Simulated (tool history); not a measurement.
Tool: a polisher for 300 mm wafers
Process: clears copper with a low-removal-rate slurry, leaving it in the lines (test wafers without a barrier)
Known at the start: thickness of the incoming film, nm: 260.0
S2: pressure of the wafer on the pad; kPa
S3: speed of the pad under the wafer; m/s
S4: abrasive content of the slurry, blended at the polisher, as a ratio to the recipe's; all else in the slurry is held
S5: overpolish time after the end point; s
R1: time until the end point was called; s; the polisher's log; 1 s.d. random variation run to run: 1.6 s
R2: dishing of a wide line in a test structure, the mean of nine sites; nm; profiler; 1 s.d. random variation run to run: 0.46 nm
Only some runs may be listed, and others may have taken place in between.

run 1 hour=0 | flow_of_slurry_(ml/min)=275 S2=26.9 S3=0.9 S4=1 S5=17 | R1=91.029 R2=37.528
run 2 hour=8.2 | flow_of_slurry_(ml/min)=275 S2=24.8 S3=0.88 S4=1 S5=18 | R1=101.68 R2=34.729
run 3 hour=16 | flow_of_slurry_(ml/min)=275 S2=24.8 S3=0.78 S4=1 S5=18 | R1=113.73 R2=31.467
run 4 hour=20.7 | flow_of_slurry_(ml/min)=320 S2=24.8 S3=0.78 S4=1 S5=18 | R1=110.3 R2=32.711
run 5 hour=27 | flow_of_slurry_(ml/min)=310 S2=23.4 S3=0.78 S4=1 S5=19 | R1=119.5 R2=32.515
run 6 hour=29.1 | flow_of_slurry_(ml/min)=310 S2=23.4 S3=0.58 S4=1 S5=19 | R1=155.53 R2=25.24
run 7 hour=30.8 | flow_of_slurry_(ml/min)=305 S2=22.8 S3=0.58 S4=1 S5=19 | R1=163.56 R2=24.654
run 8 hour=38.5 | flow_of_slurry_(ml/min)=295 S2=22.8 S3=0.58 S4=1 S5=19 | R1=164.33 R2=24.019
run 9 hour=41.1 | flow_of_slurry_(ml/min)=290 S2=22.8 S3=0.58 S4=1 S5=19 | R1=161.35 R2=24.512
run 10 hour=41.9 | flow_of_slurry_(ml/min)=290 S2=19.3 S3=0.58 S4=1 S5=22 | R1=190.1 R2=23.515

For run 11, what comes out?
run 11 hour=45.4 | flow_of_slurry_(ml/min)=295 S2=19.3 S3=0.58 S4=1 S5=22 | R1=? R2=?

Run 11 produced R1 185.54 s, R2 24.349 nm.
